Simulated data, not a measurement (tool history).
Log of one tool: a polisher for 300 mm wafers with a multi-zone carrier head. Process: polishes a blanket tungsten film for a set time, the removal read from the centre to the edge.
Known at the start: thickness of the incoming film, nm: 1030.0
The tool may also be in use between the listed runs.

| run | hour | flow of slurry (ml/min) | pressure of the head's centre zone | pressure of the head's middle zone | pressure of the head's edge zone | abrasive content of the slurry | polishing time (s) | film removed at the wafer's centre (angstrom) | film removed at mid-radius (angstrom) | film removed at the wafer's edge (angstrom) |
|---|---|---|---|---|---|---|---|---|---|---|
| 1 | 0.0 | 190 | 1.00 | 1.00 | 1.00 | 1.00 | 44 | 2711.1 | 2711.2 | 2710.9 |
| 2 | 8.5 | 195 | 0.99 | 1.02 | 1.03 | 1.05 | 44 | 2686.9 | 2779.2 | 2799.0 |
| 3 | 16.5 | 205 | 0.99 | 1.04 | 1.05 | 1.10 | 44 | 2690.7 | 2777.9 | 2866.3 |
| 4 | 20.7 | 205 | 0.99 | 1.06 | 1.05 | 1.15 | 45 | 2882.9 | 2878.4 | 2904.3 |
| 5 | 25.6 | 205 | 0.95 | 1.06 | 1.05 | 1.15 | 45 | 2671.6 | 2930.5 | 2941.8 |
| 6 | 32.0 | 205 | 0.90 | 1.06 | 1.05 | 1.15 | 45 | 2612.6 | 3031.7 | 2895.4 |
| 7 | 36.3 | 210 | 0.90 | 1.07 | 1.06 | 1.20 | 46 | 2669.1 | 3102.7 | 3109.6 |
| 8 | 40.8 | 215 | 0.91 | 1.08 | 1.06 | 1.25 | 46 | 2744.3 | 3156.7 | 3021.2 |
| 9 | 46.0 | 215 | 0.91 | 1.08 | 1.07 | 1.30 | 46 | 2683.2 | 3126.2 | 3079.1 |
| 10 | 47.6 | 220 | 0.92 | 1.09 | 1.08 | 1.30 | 46 | 2785.7 | 3275.4 | 3139.3 |
| 11 | 52.2 | 225 | 0.93 | 1.08 | 1.09 | 1.30 | 46 | 2833.9 | 3180.4 | 3162.7 |
| 12 | 59.8 | 230 | 0.93 | 1.08 | 1.10 | 1.30 | 46 | 2768.6 | 3203.1 | 3196.8 |

The next listed run, before its measurement:
| 13 | 62.4 | 235 | 0.94 | 1.09 | 1.10 | 1.30 | 46 | ? | ? | ? |

{"run 13": {"film removed at the wafer's centre (angstrom)": 2842.2, "film removed at mid-radius (angstrom)": 3225.9, "film removed at the wafer's edge (angstrom)": 3207.8}}

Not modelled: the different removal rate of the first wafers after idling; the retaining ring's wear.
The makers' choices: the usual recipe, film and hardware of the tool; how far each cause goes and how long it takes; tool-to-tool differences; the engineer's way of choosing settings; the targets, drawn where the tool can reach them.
